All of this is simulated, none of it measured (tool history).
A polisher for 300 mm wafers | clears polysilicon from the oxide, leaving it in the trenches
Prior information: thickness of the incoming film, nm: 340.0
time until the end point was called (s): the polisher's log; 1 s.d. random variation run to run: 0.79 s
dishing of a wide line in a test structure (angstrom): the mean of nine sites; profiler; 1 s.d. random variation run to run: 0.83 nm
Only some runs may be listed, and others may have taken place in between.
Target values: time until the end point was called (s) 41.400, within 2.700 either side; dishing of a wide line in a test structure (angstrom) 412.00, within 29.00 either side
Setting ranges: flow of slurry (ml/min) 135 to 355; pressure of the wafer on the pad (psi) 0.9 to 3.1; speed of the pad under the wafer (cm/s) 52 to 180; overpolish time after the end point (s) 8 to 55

run,day,flow of slurry (ml/min),pressure of the wafer on the pad (psi),speed of the pad under the wafer (cm/s),overpolish time after the end point (s),time until the end point was called (s),dishing of a wide line in a test structure (angstrom)
1,0.000,225,2.0,116,28,28.209,472.39
2,0.262,225,2.0,116,21,28.233,453.57
3,0.288,225,2.0,132,21,26.257,454.87
4,0.442,225,2.0,132,26,25.819,450.27
5,0.712,245,2.0,132,26,25.796,466.72
6,0.867,245,2.0,152,26,23.355,473.61
7,0.946,225,1.8,148,23,25.801,454.09
8,1.262,215,1.6,144,21,29.714,464.83
9,1.500,200,1.6,136,19,31.695,457.93
10,1.625,190,1.6,130,17,33.385,440.19
11,1.854,180,1.6,128,15,33.927,430.67
12,2.204,175,1.6,128,14,33.405,428.89
13,2.304,170,1.5,126,13,36.078,423.46
14,2.425,170,1.5,126,13,36.825,428.48
15,2.529,165,1.5,126,12,36.566,410.18

4 next moves are on the table. One of them brings every result within its allowed miss. Which?
A,2.633,175,1.8,124,8,?,?
B,2.633,190,1.9,110,15,?,?
C,2.633,135,1.4,128,12,?,?
D,2.633,145,1.5,164,10,?,?

move,time until the end point was called (s),dishing of a wide line in a test structure (angstrom)
A,31.859,389.99
B,32.026,447.90
C,42.388,405.24
D,32.974,413.15
A: its largest miss is bigger than the last run's
B: its largest miss is bigger than the last run's
C: meets every target
D: its largest miss is bigger than the last run's
Go with C: it meets all targets.
